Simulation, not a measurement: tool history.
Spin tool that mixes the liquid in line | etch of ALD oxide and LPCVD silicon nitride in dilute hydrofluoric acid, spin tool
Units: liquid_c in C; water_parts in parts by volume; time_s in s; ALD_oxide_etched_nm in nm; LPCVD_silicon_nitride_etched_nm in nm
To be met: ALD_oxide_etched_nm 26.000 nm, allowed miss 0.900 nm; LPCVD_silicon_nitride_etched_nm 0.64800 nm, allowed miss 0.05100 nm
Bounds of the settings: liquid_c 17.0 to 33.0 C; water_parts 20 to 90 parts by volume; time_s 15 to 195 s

run	hour	liquid_c	water_parts	time_s	ALD_oxide_etched_nm	LPCVD_silicon_nitride_etched_nm
1	0.0	25.0	50	100	44.931	1.23400
2	5.9	21.5	50	100	39.458	1.02600
3	8.6	21.5	65	100	29.521	0.79491
4	14.9	24.5	65	100	32.737	0.98584
5	17.9	26.0	65	100	35.685	1.05710
6	24.6	25.0	65	100	34.222	1.00570
7	29.0	24.0	65	100	32.303	0.90660
8	34.7	23.5	65	100	32.270	0.87546
9	35.8	23.0	65	100	30.903	0.88626
10	42.7	19.0	60	95	27.199	0.70151

5 next moves are on the table. One of them brings every result within its allowed miss. Which?
A	49.6	19.0	60	105	?	?
B	49.6	19.0	60	90	?	?
C	49.6	17.5	60	110	?	?
D	49.6	25.0	65	75	?	?
E	49.6	24.5	80	95	?	?

move	ALD_oxide_etched_nm	LPCVD_silicon_nitride_etched_nm
A	30.014	0.74328
B	25.726	0.63710
C	29.489	0.70094
D	25.217	0.73857
E	24.942	0.73749
A: further off than the last run
B: meets every target
C: further off than the last run
D: brings the result that was furthest off to its target, and leaves another outside
E: takes the result that was furthest off past its target
Answer: B
